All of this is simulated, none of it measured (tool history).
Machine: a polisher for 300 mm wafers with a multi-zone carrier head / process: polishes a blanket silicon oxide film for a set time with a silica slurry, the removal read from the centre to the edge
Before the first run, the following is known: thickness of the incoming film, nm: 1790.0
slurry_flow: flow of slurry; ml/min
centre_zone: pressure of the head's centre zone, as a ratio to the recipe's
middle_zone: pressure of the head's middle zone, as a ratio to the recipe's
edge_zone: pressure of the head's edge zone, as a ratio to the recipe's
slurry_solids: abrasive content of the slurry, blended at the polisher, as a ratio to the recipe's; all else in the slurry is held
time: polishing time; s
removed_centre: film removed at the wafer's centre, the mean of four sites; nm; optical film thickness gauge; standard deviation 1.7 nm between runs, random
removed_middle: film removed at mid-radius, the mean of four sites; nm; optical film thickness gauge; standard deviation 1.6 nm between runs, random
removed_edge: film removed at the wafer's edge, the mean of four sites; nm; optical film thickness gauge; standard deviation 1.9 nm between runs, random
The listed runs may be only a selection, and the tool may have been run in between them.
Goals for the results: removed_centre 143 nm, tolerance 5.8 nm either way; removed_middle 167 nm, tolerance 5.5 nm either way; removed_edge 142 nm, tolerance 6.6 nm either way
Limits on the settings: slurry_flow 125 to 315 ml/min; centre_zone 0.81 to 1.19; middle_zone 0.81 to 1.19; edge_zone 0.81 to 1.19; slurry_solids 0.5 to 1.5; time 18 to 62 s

run  hour  slurry_flow  centre_zone  middle_zone  edge_zone  slurry_solids  time  removed_centre  removed_middle  removed_edge
  1     0          205            1            1          1              1    40          252.04          236.03        238.72
  2   1.9          205            1         1.05          1              1    40          248.86          251.18        243.96
  3   4.9          165            1         1.05          1              1    40          244.95          243.96        234.61
  4  10.1          165            1         0.99          1              1    40          245.32          229.77        234.53
  5  14.8          165            1         0.99       0.94              1    40          250.55          231.58        230.16
  6  22.8          160         0.97         1.02       0.91           0.85    37          203.05          199.26         190.9
  7  31.3          155         0.95         1.05       0.88           0.75    36          183.46          184.18        168.35
       36  -- centre zone pressure recalibrated
  8    36          140         0.85         1.11       0.84           0.55    35          123.95          148.64        128.18
  9  37.3          160         0.86         1.12       0.85           0.55    35          131.03          153.35        135.34
 10    40          170         0.87         1.14       0.84           0.55    35          131.78          157.82        133.75
 11  44.9          200         0.92         1.16        0.9            0.6    35           148.8          175.81        147.76

Below are 5 possible settings for the next run. Only one of them brings all results inside the allowed miss of their targets. Which is it?
  A  49.8          240         0.99         0.93        0.9            0.6    37               ?               ?             ?
  B  49.8          215         0.96         1.15       0.89           0.65    36               ?               ?             ?
  C  49.8          175          0.9         1.12       0.83            0.5    40               ?               ?             ?
  D  49.8          200         0.81         1.07       0.98           0.55    38               ?               ?             ?
  E  49.8          250         0.86         1.03        1.1            0.6    35               ?               ?             ?

move  removed_centre  removed_middle  removed_edge
   A          167.88           158.4        157.16
   B          166.89          188.95        158.73
   C          143.17          165.98        139.43
   D          139.73           166.5        154.44
   E          146.14          162.59        162.46
A: moves the result that the last run missed by most past its target, out the other side
B: further off than the last run
C: meets every target
D: brings the result that was furthest off to its target, and leaves another outside
E: brings the result that was furthest off to its target, and leaves another outside
C meets every target.
